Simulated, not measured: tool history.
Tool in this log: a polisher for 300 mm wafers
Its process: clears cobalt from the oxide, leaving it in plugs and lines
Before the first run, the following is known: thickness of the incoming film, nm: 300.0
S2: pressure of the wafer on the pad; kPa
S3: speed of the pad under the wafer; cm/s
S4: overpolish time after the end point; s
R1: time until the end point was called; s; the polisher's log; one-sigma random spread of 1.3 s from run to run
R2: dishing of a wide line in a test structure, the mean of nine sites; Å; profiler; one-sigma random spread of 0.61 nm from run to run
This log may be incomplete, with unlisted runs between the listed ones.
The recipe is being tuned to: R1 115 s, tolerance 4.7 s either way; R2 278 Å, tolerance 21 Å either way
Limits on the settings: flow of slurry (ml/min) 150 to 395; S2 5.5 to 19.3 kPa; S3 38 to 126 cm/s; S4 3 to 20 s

{"run": 1, "hour": 0.0, "flow of slurry (ml/min)": 250, "S2": 12.4, "S3": 82, "S4": 10, "R1": 61.949, "R2": 351.01}
{"run": 2, "hour": 7.7, "flow of slurry (ml/min)": 250, "S2": 12.4, "S3": 82, "S4": 12, "R1": 60.596, "R2": 421.55}
{"run": 3, "hour": 15.2, "flow of slurry (ml/min)": 250, "S2": 11.7, "S3": 82, "S4": 12, "R1": 66.18, "R2": 408.17}
{"run": 4, "hour": 22.9, "flow of slurry (ml/min)": 250, "S2": 11, "S3": 82, "S4": 12, "R1": 70.197, "R2": 377.34}
{"run": 5, "hour": 24.3, "flow of slurry (ml/min)": 250, "S2": 10.3, "S3": 82, "S4": 12, "R1": 73.545, "R2": 372.35}
{"run": 6, "hour": 26.2, "flow of slurry (ml/min)": 250, "S2": 9.7, "S3": 82, "S4": 12, "R1": 79.555, "R2": 345.06}
{"run": 7, "hour": 27.9, "flow of slurry (ml/min)": 250, "S2": 9, "S3": 82, "S4": 12, "R1": 85.146, "R2": 331.09}
{"run": 8, "hour": 28.7, "flow of slurry (ml/min)": 250, "S2": 6.9, "S3": 82, "S4": 12, "R1": 108.86, "R2": 273.4}
{"hour": 29.3, "done": "head pressure recalibrated"}
{"run": 9, "hour": 29.3, "flow of slurry (ml/min)": 250, "S2": 6.2, "S3": 82, "S4": 13, "R1": 130.58, "R2": 247.7}

4 candidate next runs follow, results not yet known. Just one meets every target within its allowed miss. Identify it.
{"run": "A", "hour": 29.9, "flow of slurry (ml/min)": 200, "S2": 9, "S3": 72, "S4": 10, "R1": "?", "R2": "?"}
{"run": "B", "hour": 29.9, "flow of slurry (ml/min)": 150, "S2": 6.2, "S3": 76, "S4": 13, "R1": "?", "R2": "?"}
{"run": "C", "hour": 29.9, "flow of slurry (ml/min)": 255, "S2": 7.6, "S3": 74, "S4": 13, "R1": "?", "R2": "?"}
{"run": "D", "hour": 29.9, "flow of slurry (ml/min)": 245, "S2": 7.6, "S3": 82, "S4": 9, "R1": "?", "R2": "?"}

move=A R1=107.54 R2=245.2
move=B R1=153.71 R2=227.08
move=C R1=119.4 R2=278.82
move=D R1=110.07 R2=220.36
A: takes the result that was furthest off past its target
B: misses by more than the last run did
C: all results in spec
D: takes the result that was furthest off past its target
Answer: C
